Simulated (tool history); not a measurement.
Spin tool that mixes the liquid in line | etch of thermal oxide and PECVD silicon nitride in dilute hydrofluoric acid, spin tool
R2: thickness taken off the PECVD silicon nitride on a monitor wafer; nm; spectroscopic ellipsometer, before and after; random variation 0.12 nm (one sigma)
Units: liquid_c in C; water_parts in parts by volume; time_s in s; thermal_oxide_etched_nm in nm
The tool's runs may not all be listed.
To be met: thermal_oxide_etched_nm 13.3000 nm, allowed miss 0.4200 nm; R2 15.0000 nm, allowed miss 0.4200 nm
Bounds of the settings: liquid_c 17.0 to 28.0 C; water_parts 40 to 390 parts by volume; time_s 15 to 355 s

{"run": 1, "hour": 0.0, "liquid_c": 20.0, "water_parts": 215, "time_s": 180, "thermal_oxide_etched_nm": 2.4936, "R2": 3.4898}
{"run": 2, "hour": 9.0, "liquid_c": 23.0, "water_parts": 215, "time_s": 180, "thermal_oxide_etched_nm": 2.8573, "R2": 4.2752}
{"run": 3, "hour": 15.5, "liquid_c": 23.0, "water_parts": 180, "time_s": 180, "thermal_oxide_etched_nm": 3.5551, "R2": 5.0277}
{"run": 4, "hour": 18.8, "liquid_c": 23.0, "water_parts": 135, "time_s": 205, "thermal_oxide_etched_nm": 5.6094, "R2": 7.6499}
{"run": 5, "hour": 20.7, "liquid_c": 22.5, "water_parts": 105, "time_s": 220, "thermal_oxide_etched_nm": 7.9913, "R2": 10.141}
{"run": 6, "hour": 23.6, "liquid_c": 22.0, "water_parts": 85, "time_s": 225, "thermal_oxide_etched_nm": 10.186, "R2": 12.227}
{"run": 7, "hour": 29.4, "liquid_c": 22.0, "water_parts": 75, "time_s": 225, "thermal_oxide_etched_nm": 11.577, "R2": 14.062}
{"run": 8, "hour": 34.7, "liquid_c": 21.5, "water_parts": 70, "time_s": 225, "thermal_oxide_etched_nm": 12.383, "R2": 14.623}
{"run": 9, "hour": 36.0, "liquid_c": 21.0, "water_parts": 70, "time_s": 225, "thermal_oxide_etched_nm": 11.855, "R2": 14.032}
{"run": 10, "hour": 40.1, "liquid_c": 20.5, "water_parts": 65, "time_s": 225, "thermal_oxide_etched_nm": 12.687, "R2": 14.396}
{"run": 11, "hour": 47.9, "liquid_c": 20.5, "water_parts": 55, "time_s": 225, "thermal_oxide_etched_nm": 15.038, "R2": 16.825}
{"run": 12, "hour": 50.3, "liquid_c": 20.5, "water_parts": 60, "time_s": 225, "thermal_oxide_etched_nm": 13.825, "R2": 15.609}
{"hour": 56.0, "done": "hydrofluoric acid flow meter replaced"}
{"run": 13, "hour": 56.0, "liquid_c": 20.5, "water_parts": 65, "time_s": 225, "thermal_oxide_etched_nm": 14.04, "R2": 15.81}
{"run": 14, "hour": 62.9, "liquid_c": 20.5, "water_parts": 70, "time_s": 225, "thermal_oxide_etched_nm": 12.878, "R2": 14.578}
{"run": 15, "hour": 71.5, "liquid_c": 20.5, "water_parts": 65, "time_s": 225, "thermal_oxide_etched_nm": 14.056, "R2": 16.015}

Which of these 5 next moves meets every target?
{"run": "A", "hour": 80.1, "liquid_c": 23.5, "water_parts": 75, "time_s": 240, "thermal_oxide_etched_nm": "?", "R2": "?"}
{"run": "B", "hour": 80.1, "liquid_c": 20.0, "water_parts": 70, "time_s": 240, "thermal_oxide_etched_nm": "?", "R2": "?"}
{"run": "C", "hour": 80.1, "liquid_c": 24.5, "water_parts": 85, "time_s": 240, "thermal_oxide_etched_nm": "?", "R2": "?"}
{"run": "D", "hour": 80.1, "liquid_c": 22.5, "water_parts": 80, "time_s": 250, "thermal_oxide_etched_nm": "?", "R2": "?"}
{"run": "E", "hour": 80.1, "liquid_c": 23.5, "water_parts": 80, "time_s": 245, "thermal_oxide_etched_nm": "?", "R2": "?"}

move=A thermal_oxide_etched_nm=14.4020 R2=18.0210
move=B thermal_oxide_etched_nm=13.4390 R2=15.2020
move=C thermal_oxide_etched_nm=13.0620 R2=17.0260
move=D thermal_oxide_etched_nm=13.4200 R2=16.4750
move=E thermal_oxide_etched_nm=13.6960 R2=17.2650
A: further off than the last run
B: meets every target
C: further off than the last run
D: further off than the last run
E: further off than the last run
Answer: B

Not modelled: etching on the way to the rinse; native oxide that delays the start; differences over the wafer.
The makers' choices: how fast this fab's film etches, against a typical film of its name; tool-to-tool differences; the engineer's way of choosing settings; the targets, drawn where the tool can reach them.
